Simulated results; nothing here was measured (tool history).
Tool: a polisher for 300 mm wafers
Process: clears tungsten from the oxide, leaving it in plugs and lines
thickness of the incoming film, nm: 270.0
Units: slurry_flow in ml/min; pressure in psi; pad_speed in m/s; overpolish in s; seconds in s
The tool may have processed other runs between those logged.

run,hour,slurry_flow,pressure,pad_speed,slurry_solids,overpolish,seconds
1,0,225,3.6,0.9,1,3,73.051
2,8.9,225,3.4,0.9,1,3,77.285
3,12.4,225,3.3,0.9,1,3,79.324
4,16.6,180,3.3,0.9,1,3,82.409
5,21.6,210,3.3,0.9,1,3,80.721
6,25.5,210,3.3,0.9,1.2,3,75.841

The next listed run, before its measurement:
7,27.7,205,2.5,0.9,1.2,3,?

Run 7 gave seconds 97.67 s.

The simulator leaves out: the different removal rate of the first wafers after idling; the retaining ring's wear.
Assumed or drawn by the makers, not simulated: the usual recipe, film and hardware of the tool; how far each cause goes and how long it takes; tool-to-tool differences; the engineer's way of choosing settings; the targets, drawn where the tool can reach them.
